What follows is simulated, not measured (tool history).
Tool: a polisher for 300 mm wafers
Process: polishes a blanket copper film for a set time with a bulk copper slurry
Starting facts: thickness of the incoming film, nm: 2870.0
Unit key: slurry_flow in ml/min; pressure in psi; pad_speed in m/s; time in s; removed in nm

run    day  slurry_flow  pressure  pad_speed  slurry_solids  time  removed
  1      0          160       3.3       1.04              1    90   1118.5
  2  0.062          160       3.3       0.96              1    90   1028.1
  3  0.204          125       3.3       0.96              1    90   1005.3
  4  0.242          125       3.3       0.96              1    90   979.74
  5  0.475          125       3.2       0.96              1    90   946.96
  6  0.825          125       3.9       0.96              1    90   1148.2
  7  0.925          125       3.7       0.96              1    90   1095.4
  8   0.95          125       3.7       0.96              1    90   1098.4
  9  1.129          125       3.7       0.96              1    90   1096.2
 10  1.388          120       2.8       0.94              1    90   804.61

For run 11, what comes out?
 11  1.538          125       2.8       0.94              1    90        ?

{"run 11": {"removed": 818.39}}
